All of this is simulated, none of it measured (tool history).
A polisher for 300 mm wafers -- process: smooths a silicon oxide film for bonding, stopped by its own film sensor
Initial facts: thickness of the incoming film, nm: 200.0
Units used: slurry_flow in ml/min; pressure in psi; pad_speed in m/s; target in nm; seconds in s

run	hour	slurry_flow	pressure	pad_speed	slurry_solids	target	seconds
1	0	160	2.3	0.76	1	177	41.279
2	0.9	125	2.3	0.76	1	177	42.903
3	1.5	150	2.3	0.76	1	177	43.686
4	10.3	150	2.3	0.76	1.05	177	41.685
5	13.6	150	2.5	0.78	1.05	177	35.29
6	18.6	150	2	0.78	1.05	177	45.302
7	21.2	150	2.2	0.8	1.05	177	40.427
8	24.2	150	2.4	0.8	1.05	177	38.619
9	26.9	150	2.4	0.8	1.05	177	36.738

Predict the results of run 10:
10	32.8	150	3	0.86	1.05	177	?

seconds: 28.954 s
